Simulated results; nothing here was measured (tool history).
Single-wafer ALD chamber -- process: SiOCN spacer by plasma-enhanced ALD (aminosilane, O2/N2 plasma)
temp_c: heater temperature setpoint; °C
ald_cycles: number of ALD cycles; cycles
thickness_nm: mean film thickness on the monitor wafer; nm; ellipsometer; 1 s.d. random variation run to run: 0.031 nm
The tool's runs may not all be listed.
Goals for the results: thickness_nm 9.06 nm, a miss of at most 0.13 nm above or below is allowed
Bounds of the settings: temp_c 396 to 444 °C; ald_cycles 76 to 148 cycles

| run | hour | temp_c | ald_cycles | thickness_nm |
|---|---|---|---|---|
| 1 | 0 | 420 | 112 | 6.9428 |
| 2 | 6.3 | 414 | 120 | 7.562 |
| 3 | 7.6 | 409 | 120 | 7.7394 |
| 4 | 11.8 | 406 | 124 | 8.0291 |
| 5 | 19.7 | 406 | 115 | 7.452 |
| 6 | 23.9 | 416 | 115 | 7.1759 |
| 7 | 26.5 | 411 | 122 | 7.7983 |
| 8 | 34 | 407 | 126 | 8.1731 |
| 9 | 36.4 | 404 | 129 | 8.4473 |
| 10 | 45.4 | 402 | 131 | 8.5837 |
| 11 | 53.3 | 401 | 133 | 8.7618 |
| 12 | 57.6 | 400 | 134 | 8.785 |

Next run, 4 choices. One meets every target within its allowed miss, the rest don't. Which?
| A | 61.9 | 401 | 142 | ? |
| B | 61.9 | 396 | 138 | ? |
| C | 61.9 | 397 | 132 | ? |
| D | 61.9 | 406 | 145 | ? |

| move | thickness_nm |
|---|---|
| A | 9.309 |
| B | 9.0468 |
| C | 8.6535 |
| D | 9.3905 |
A: carries the result that was furthest off beyond its target, to the other side
B: each result inside its tolerance
C: misses by more than the last run did
D: carries the result that was furthest off beyond its target, to the other side
B meets every target.

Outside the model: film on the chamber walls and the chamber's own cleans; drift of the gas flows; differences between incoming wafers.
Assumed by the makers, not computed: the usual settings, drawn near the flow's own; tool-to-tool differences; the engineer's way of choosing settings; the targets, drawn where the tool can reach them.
